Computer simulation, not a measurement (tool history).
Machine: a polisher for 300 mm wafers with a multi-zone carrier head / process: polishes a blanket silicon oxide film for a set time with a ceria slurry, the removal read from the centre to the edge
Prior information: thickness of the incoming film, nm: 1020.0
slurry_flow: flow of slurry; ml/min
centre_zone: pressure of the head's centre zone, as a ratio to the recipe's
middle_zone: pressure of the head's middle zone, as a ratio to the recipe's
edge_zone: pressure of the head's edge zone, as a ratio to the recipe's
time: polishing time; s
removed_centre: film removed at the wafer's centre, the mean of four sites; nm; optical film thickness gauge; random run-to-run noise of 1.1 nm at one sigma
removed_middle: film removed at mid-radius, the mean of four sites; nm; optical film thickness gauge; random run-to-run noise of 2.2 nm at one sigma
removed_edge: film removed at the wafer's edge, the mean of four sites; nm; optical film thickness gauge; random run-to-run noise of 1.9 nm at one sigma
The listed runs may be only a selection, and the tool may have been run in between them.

run    day  slurry_flow  centre_zone  middle_zone  edge_zone  time  removed_centre  removed_middle  removed_edge
  1  0.000          195         1.00         1.00       1.00    51          259.73          256.08        253.53
  2  0.175          195         1.00         1.00       1.00    41          206.94          203.96        203.90
  3  0.350          195         0.99         1.02       0.96    37          185.82          188.12        179.57
  4  0.492          195         1.03         1.02       0.96    37          191.04          186.84        180.52
  5  0.588          195         1.03         1.02       0.96    44          231.05          226.03        216.82
  6  0.958          195         1.00         1.02       0.96    44          222.82          220.81        217.84

Predict the results of run 7:
  7  1.062          190         1.00         1.05       0.96    38               ?               ?             ?

removed_centre: 190.94 nm
removed_middle: 197.10 nm
removed_edge: 190.42 nm
